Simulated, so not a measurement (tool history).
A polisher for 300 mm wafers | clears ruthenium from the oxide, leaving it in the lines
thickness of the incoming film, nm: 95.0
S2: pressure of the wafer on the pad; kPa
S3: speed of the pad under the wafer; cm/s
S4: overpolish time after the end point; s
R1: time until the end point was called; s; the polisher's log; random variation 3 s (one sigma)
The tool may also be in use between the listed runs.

{"run": 1, "hour": 0.0, "flow of slurry (ml/min)": 200, "S2": 9, "S3": 108, "S4": 14, "R1": 121.38}
{"run": 2, "hour": 6.3, "flow of slurry (ml/min)": 215, "S2": 9, "S3": 108, "S4": 14, "R1": 120.58}
{"run": 3, "hour": 15.0, "flow of slurry (ml/min)": 215, "S2": 9, "S3": 108, "S4": 14, "R1": 120.43}
{"run": 4, "hour": 19.4, "flow of slurry (ml/min)": 235, "S2": 9, "S3": 108, "S4": 14, "R1": 115.33}
{"run": 5, "hour": 22.9, "flow of slurry (ml/min)": 285, "S2": 9, "S3": 108, "S4": 14, "R1": 115.19}
{"run": 6, "hour": 25.6, "flow of slurry (ml/min)": 310, "S2": 9, "S3": 108, "S4": 14, "R1": 112.33}
{"run": 7, "hour": 34.3, "flow of slurry (ml/min)": 310, "S2": 7.6, "S3": 106, "S4": 14, "R1": 137.83}

The next listed run, before its measurement:
{"run": 8, "hour": 37.1, "flow of slurry (ml/min)": 310, "S2": 6.9, "S3": 106, "S4": 14, "R1": "?"}

Run 8 gave R1 148.72 s.
